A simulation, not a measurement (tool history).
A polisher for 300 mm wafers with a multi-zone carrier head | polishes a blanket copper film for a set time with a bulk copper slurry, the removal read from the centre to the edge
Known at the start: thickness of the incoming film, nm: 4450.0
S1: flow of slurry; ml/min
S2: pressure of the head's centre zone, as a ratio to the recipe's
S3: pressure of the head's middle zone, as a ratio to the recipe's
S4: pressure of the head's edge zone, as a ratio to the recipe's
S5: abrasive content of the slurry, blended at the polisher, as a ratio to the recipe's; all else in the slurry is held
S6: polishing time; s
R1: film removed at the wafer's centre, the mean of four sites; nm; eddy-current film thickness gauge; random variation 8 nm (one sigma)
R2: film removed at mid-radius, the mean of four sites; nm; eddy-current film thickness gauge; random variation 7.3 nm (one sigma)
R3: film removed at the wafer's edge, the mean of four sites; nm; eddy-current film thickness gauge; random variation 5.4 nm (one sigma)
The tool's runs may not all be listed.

Run 1, hour 0: S1 190 ml/min, S2 1, S3 1, S4 1, S5 1, S6 57 s. Result: R1 548.06 nm, R2 549.44 nm, R3 548.81 nm.
Run 2, hour 5.4: S1 205 ml/min, S2 1, S3 1.03, S4 1.03, S5 1.05, S6 57 s. Result: R1 558.13 nm, R2 557.46 nm, R3 560.55 nm.
Run 3, hour 8.1: S1 185 ml/min, S2 1, S3 1.03, S4 1.03, S5 1.05, S6 57 s. Result: R1 530.55 nm, R2 565.05 nm, R3 558.44 nm.
Run 4, hour 12.6: S1 195 ml/min, S2 1.01, S3 1.05, S4 1.05, S5 1.15, S6 58 s. Result: R1 575.24 nm, R2 592.1 nm, R3 581.77 nm.
Run 5, hour 20.4: S1 195 ml/min, S2 1.01, S3 1.05, S4 1.05, S5 1.15, S6 68 s. Result: R1 681.14 nm, R2 695.91 nm, R3 687.21 nm.
Run 6, hour 22.6: S1 195 ml/min, S2 1.01, S3 1.05, S4 1.05, S5 1.3, S6 68 s. Result: R1 691.75 nm, R2 718.87 nm, R3 703.17 nm.
Run 7, hour 27.9: S1 195 ml/min, S2 1.01, S3 1.05, S4 1.05, S5 1.3, S6 68 s. Result: R1 678.26 nm, R2 702.68 nm, R3 701.85 nm.
Run 8, hour 31.2: S1 185 ml/min, S2 1, S3 1.04, S4 1.02, S5 1.2, S6 67 s. Result: R1 671.64 nm, R2 702.35 nm, R3 677.59 nm.
Run 9, hour 32.8: S1 180 ml/min, S2 0.99, S3 1.03, S4 1.02, S5 1.1, S6 66 s. Result: R1 650.61 nm, R2 665.08 nm, R3 643.99 nm.
Run 10, hour 39.3: S1 175 ml/min, S2 0.97, S3 1.03, S4 1.03, S5 1.1, S6 66 s. Result: R1 630.69 nm, R2 659.05 nm, R3 644.37 nm.

The next listed run, before its measurement:
Run 11, hour 43.8: S1 170 ml/min, S2 0.96, S3 1.03, S4 1.03, S5 1.05, S6 66 s. Result: R1 ?, R2 ?, R3 ?.

{"run 11": {"R1": 607.44, "R2": 660.66, "R3": 634.79}}

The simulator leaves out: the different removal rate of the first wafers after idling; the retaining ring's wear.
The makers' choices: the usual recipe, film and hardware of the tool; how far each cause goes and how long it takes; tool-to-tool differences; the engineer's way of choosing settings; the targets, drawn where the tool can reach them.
